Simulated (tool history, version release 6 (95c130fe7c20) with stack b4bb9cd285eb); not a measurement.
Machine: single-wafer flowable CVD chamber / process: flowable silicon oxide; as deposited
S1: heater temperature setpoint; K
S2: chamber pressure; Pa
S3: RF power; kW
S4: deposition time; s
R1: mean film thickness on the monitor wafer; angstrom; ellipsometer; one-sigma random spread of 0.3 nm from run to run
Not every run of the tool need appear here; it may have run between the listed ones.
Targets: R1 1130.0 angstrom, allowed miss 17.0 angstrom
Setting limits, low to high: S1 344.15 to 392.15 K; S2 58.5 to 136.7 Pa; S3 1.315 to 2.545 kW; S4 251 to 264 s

run	hour	S1	S2	S3	S4	R1
1	0.0	368.15	97.6	1.930	264	1539.9
2	6.1	368.15	97.6	1.930	251	1471.1
3	7.9	368.15	97.6	1.675	251	1424.8
4	13.1	369.15	97.6	1.675	251	1393.5
5	15.9	369.15	97.6	1.675	251	1394.6
6	18.2	369.15	97.6	1.495	251	1360.6
7	19.7	370.15	97.6	1.495	251	1327.0
8	22.5	376.15	97.6	1.495	251	1108.0

Which one of the following 5 next-run settings gets every result inside its allowed miss? There is exactly one.
A	25.3	375.15	94.3	1.330	264	?
B	25.3	371.15	87.2	1.650	251	?
C	25.3	376.15	94.8	1.440	251	?
D	25.3	380.15	120.1	1.315	251	?
E	25.3	374.15	88.3	1.620	251	?

move	R1
A	1140.8
B	1176.8
C	1075.6
D	1181.1
E	1088.5
A: every result lands within tolerance
B: the result that was furthest off in the last run now lies on the other side of its target
C: moves away from the targets compared with the last run
D: the result that was furthest off in the last run now lies on the other side of its target
E: moves away from the targets compared with the last run
Correct choice: A, which meets every target
